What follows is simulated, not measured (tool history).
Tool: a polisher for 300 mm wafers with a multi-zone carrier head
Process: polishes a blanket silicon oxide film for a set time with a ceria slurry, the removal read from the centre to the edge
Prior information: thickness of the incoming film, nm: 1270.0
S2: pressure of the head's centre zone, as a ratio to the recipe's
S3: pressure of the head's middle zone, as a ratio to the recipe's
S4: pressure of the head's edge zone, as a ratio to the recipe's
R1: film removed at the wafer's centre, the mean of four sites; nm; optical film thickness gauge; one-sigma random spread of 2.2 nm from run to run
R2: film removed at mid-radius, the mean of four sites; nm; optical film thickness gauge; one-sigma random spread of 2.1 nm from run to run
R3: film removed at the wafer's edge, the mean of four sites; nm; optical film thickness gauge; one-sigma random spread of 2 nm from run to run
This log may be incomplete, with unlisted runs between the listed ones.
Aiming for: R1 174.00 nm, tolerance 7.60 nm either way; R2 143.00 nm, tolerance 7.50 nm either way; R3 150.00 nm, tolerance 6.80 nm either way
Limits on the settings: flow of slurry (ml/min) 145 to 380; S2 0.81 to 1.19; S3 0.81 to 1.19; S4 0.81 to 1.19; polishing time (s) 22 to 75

Run 1, hour 0.0: flow of slurry (ml/min) 245, S2 1.00, S3 1.00, S4 1.00, polishing time (s) 48. Result: R1 234.05 nm, R2 244.07 nm, R3 237.21 nm.
Run 2, hour 3.3: flow of slurry (ml/min) 245, S2 1.02, S3 0.98, S4 0.99, polishing time (s) 45. Result: R1 232.42 nm, R2 224.85 nm, R3 218.36 nm.
Run 3, hour 10.8: flow of slurry (ml/min) 245, S2 1.02, S3 0.98, S4 0.99, polishing time (s) 40. Result: R1 201.35 nm, R2 210.59 nm, R3 196.46 nm.
Run 4, hour 16.6: flow of slurry (ml/min) 235, S2 1.04, S3 0.95, S4 1.00, polishing time (s) 38. Result: R1 191.66 nm, R2 187.92 nm, R3 184.96 nm.
Run 5, hour 25.1: flow of slurry (ml/min) 235, S2 1.04, S3 0.95, S4 0.95, polishing time (s) 38. Result: R1 195.25 nm, R2 186.57 nm, R3 181.18 nm.
Run 6, hour 28.2: flow of slurry (ml/min) 190, S2 1.04, S3 0.95, S4 0.95, polishing time (s) 38. Result: R1 187.04 nm, R2 183.69 nm, R3 178.86 nm.
Run 7, hour 33.3: flow of slurry (ml/min) 190, S2 1.05, S3 0.93, S4 0.94, polishing time (s) 37. Result: R1 183.54 nm, R2 178.52 nm, R3 172.33 nm.
Run 8, hour 41.1: flow of slurry (ml/min) 180, S2 1.15, S3 0.83, S4 0.98, polishing time (s) 30. Result: R1 164.15 nm, R2 132.79 nm, R3 136.29 nm.
Run 9, hour 45.5: flow of slurry (ml/min) 185, S2 1.15, S3 0.83, S4 0.99, polishing time (s) 30. Result: R1 164.71 nm, R2 132.75 nm, R3 139.19 nm.
Run 10, hour 54.1: flow of slurry (ml/min) 190, S2 1.15, S3 0.84, S4 1.00, polishing time (s) 30. Result: R1 161.68 nm, R2 134.61 nm, R3 144.05 nm.
Run 11, hour 57.8: flow of slurry (ml/min) 205, S2 1.19, S3 0.87, S4 0.99, polishing time (s) 32. Result: R1 185.12 nm, R2 145.58 nm, R3 155.54 nm.

Pick the move, out of 5, that brings all results within their allowed miss; only one does.
Run A, hour 61.5: flow of slurry (ml/min) 205, S2 1.07, S3 0.91, S4 1.16, polishing time (s) 33. Result: R1 ?, R2 ?, R3 ?.
Run B, hour 61.5: flow of slurry (ml/min) 145, S2 1.15, S3 0.82, S4 0.83, polishing time (s) 37. Result: R1 ?, R2 ?, R3 ?.
Run C, hour 61.5: flow of slurry (ml/min) 225, S2 1.19, S3 0.87, S4 1.18, polishing time (s) 33. Result: R1 ?, R2 ?, R3 ?.
Run D, hour 61.5: flow of slurry (ml/min) 230, S2 1.12, S3 0.94, S4 1.10, polishing time (s) 29. Result: R1 ?, R2 ?, R3 ?.
Run E, hour 61.5: flow of slurry (ml/min) 170, S2 1.18, S3 0.88, S4 1.01, polishing time (s) 32. Result: R1 ?, R2 ?, R3 ?.

move      R1      R2      R3
   A  170.77  155.26  169.79
   B  191.62  153.42  154.97
   C  192.87  152.97  173.10
   D  160.05  141.48  146.95
   E  176.42  142.90  150.13
A: meets the target for the result that was furthest off, but another lies outside its allowed miss
B: moves away from the targets compared with the last run
C: moves away from the targets compared with the last run
D: the result that was furthest off in the last run now lies on the other side of its target
E: each result inside its tolerance
E is the move that brings every result within its allowed miss.
